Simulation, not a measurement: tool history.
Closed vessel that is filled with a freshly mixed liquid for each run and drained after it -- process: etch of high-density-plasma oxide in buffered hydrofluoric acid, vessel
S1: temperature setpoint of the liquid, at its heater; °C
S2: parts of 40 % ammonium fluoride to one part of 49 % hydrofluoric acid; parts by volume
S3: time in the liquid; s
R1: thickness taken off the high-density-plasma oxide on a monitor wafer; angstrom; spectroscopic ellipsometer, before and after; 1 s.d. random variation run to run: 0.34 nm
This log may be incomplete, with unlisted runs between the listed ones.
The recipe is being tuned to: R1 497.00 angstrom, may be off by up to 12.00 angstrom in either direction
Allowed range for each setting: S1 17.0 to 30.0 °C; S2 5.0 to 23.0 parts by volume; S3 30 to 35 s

run    day    S1    S2  S3      R1
  1  0.000  22.0  14.0  35  370.75
  2  0.142  20.0  14.0  35  336.06
  3  0.458  20.0  14.0  35  335.41
  4  0.779  20.0  11.0  35  413.96
  5  0.850  18.0  11.0  35  377.41
  6  0.925  19.5  11.0  35  410.75
  7  1.196  20.5  11.0  35  436.79
  8  1.558  21.0  11.0  35  446.77
  9  1.708  23.5  11.0  35  517.95

Which of these 5 next moves meets every target?
  A  1.858  25.0  11.5  35   ?
  B  1.858  26.5  11.5  30   ?
  C  1.858  21.5   8.0  30   ?
  D  1.858  23.0   8.0  30   ?
  E  1.858  18.5   6.5  30   ?

move      R1
   A  523.14
   B  486.19
   C  515.01
   D  559.39
   E  536.54
A: further off than the last run
B: every result lands within tolerance
C: closer than the last run, but not yet in spec
D: further off than the last run
E: further off than the last run
Move B is the one to make.
